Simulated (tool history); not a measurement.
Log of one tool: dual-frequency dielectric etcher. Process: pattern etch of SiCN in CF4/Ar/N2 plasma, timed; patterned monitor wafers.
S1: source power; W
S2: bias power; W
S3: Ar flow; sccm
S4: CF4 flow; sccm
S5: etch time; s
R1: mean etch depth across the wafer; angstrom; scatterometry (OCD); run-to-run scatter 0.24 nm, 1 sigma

run	hour	S1	S2	S3	S4	S5	R1
1	0	550	53	106	51	111.5	925.4
2	7.4	550	53	97	51	111.5	935.08
3	15.4	640	53	97	51	111.5	1052.9
4	18.7	630	53	97	51	111.5	1044.2
5	20.7	630	49	97	51	111.5	1014.7
6	25.5	720	49	97	51	111.5	1125.8
7	31	690	49	97	51	111.5	1092.5

Run 8, settings as shown, results not yet in. Your forecast:
8	33.2	670	49	97	51	111.5	?

Run 8 yielded R1 1063.9 angstrom.
